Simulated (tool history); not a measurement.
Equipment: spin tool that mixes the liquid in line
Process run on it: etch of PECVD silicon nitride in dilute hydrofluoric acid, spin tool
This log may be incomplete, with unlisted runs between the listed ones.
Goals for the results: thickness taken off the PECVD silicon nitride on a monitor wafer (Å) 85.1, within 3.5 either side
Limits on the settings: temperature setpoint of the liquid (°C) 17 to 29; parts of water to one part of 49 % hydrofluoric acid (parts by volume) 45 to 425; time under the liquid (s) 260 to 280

| run | hour | temperature setpoint of the liquid (°C) | parts of water to one part of 49 % hydrofluoric acid (parts by volume) | time under the liquid (s) | thickness taken off the PECVD silicon nitride on a monitor wafer (Å) |
|---|---|---|---|---|---|
| 1 | 0 | 21 | 235 | 260 | 43.087 |
| 2 | 3.2 | 22 | 230 | 260 | 45.116 |
| 3 | 10.5 | 23 | 220 | 260 | 51.21 |
| 4 | 12.4 | 24 | 215 | 260 | 55.957 |
| 5 | 20.5 | 24 | 215 | 260 | 55.275 |
| 6 | 23.4 | 24.5 | 210 | 260 | 59.393 |
| 7 | 29 | 25 | 210 | 260 | 60.559 |
| 8 | 36.1 | 25.5 | 205 | 260 | 64.441 |
| 9 | 37.4 | 25.5 | 205 | 260 | 64.701 |
| 10 | 44 | 26 | 205 | 260 | 67.543 |
| 11 | 50.8 | 26.5 | 205 | 260 | 69.032 |
| 12 | 59.6 | 27 | 205 | 260 | 68.657 |
| 13 | 68.3 | 27 | 200 | 260 | 70.732 |
| 14 | 72.5 | 27.5 | 195 | 260 | 76.013 |

4 next moves are on the table. One of them brings every result within its allowed miss. Which?
| A | 76.7 | 28 | 210 | 275 | ? |
| B | 76.7 | 28.5 | 205 | 260 | ? |
| C | 76.7 | 28.5 | 190 | 270 | ? |
| D | 76.7 | 27.5 | 200 | 265 | ? |

| move | thickness taken off the PECVD silicon nitride on a monitor wafer (Å) |
|---|---|
| A | 76.901 |
| B | 76.793 |
| C | 86.124 |
| D | 75.508 |
A: an improvement on the last run, though not all results are within tolerance
B: an improvement on the last run, though not all results are within tolerance
C: meets every target
D: lands further from the targets than the last run did
Move C is the one to make.
